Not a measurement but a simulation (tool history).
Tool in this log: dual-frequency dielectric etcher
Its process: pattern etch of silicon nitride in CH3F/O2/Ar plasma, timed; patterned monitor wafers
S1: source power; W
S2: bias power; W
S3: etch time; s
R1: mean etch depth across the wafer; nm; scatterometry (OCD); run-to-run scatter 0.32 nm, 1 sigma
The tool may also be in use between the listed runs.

| run | hour | S1 | S2 | S3 | R1 |
|---|---|---|---|---|---|
| 1 | 0.0 | 330 | 83 | 74.5 | 47.991 |
| 2 | 2.8 | 350 | 87 | 74.5 | 50.348 |
| 3 | 4.3 | 370 | 89 | 74.5 | 51.757 |
| 4 | 5.8 | 380 | 91 | 74.5 | 52.989 |
| 5 | 10.6 | 380 | 96 | 74.5 | 53.757 |
| 6 | 13.0 | 440 | 96 | 74.5 | 57.212 |
| 7 | 15.9 | 440 | 97 | 74.5 | 57.479 |
| 8 | 21.6 | 440 | 97 | 74.5 | 57.170 |
| 9 | 26.5 | 440 | 98 | 74.5 | 57.003 |

Expected results for the next run?
| 10 | 34.1 | 440 | 100 | 74.5 | ? |

{"run 10": {"R1": 58.046}}

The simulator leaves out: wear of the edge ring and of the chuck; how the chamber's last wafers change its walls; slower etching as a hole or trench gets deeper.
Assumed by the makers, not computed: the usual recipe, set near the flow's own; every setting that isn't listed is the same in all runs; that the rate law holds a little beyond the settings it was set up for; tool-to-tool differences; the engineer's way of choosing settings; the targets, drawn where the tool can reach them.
